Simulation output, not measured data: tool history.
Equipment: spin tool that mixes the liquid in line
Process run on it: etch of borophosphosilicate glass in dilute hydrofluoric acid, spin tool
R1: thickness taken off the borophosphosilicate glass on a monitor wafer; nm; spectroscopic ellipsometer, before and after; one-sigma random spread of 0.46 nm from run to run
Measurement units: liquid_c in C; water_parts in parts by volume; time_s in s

Run 1, hour 0.0: liquid_c 26.0 C, water_parts 70 parts by volume, time_s 55 s. Result: R1 40.784 nm.
Run 2, hour 5.7: liquid_c 27.0 C, water_parts 70 parts by volume, time_s 55 s. Result: R1 42.256 nm.
Run 3, hour 9.7: liquid_c 27.0 C, water_parts 70 parts by volume, time_s 55 s. Result: R1 42.650 nm.
Run 4, hour 17.8: liquid_c 28.0 C, water_parts 70 parts by volume, time_s 55 s. Result: R1 44.397 nm.
Run 5, hour 21.3: liquid_c 28.0 C, water_parts 70 parts by volume, time_s 60 s. Result: R1 47.280 nm.
Run 6, hour 22.7: liquid_c 28.0 C, water_parts 70 parts by volume, time_s 60 s. Result: R1 48.370 nm.
Run 7, hour 25.1: liquid_c 28.5 C, water_parts 70 parts by volume, time_s 60 s. Result: R1 49.290 nm.
Run 8, hour 29.5: liquid_c 29.0 C, water_parts 70 parts by volume, time_s 60 s. Result: R1 49.838 nm.

Expected results for the next run?
Run 9, hour 30.3: liquid_c 29.5 C, water_parts 70 parts by volume, time_s 60 s. Result: R1 ?.

R1: 50.811 nm

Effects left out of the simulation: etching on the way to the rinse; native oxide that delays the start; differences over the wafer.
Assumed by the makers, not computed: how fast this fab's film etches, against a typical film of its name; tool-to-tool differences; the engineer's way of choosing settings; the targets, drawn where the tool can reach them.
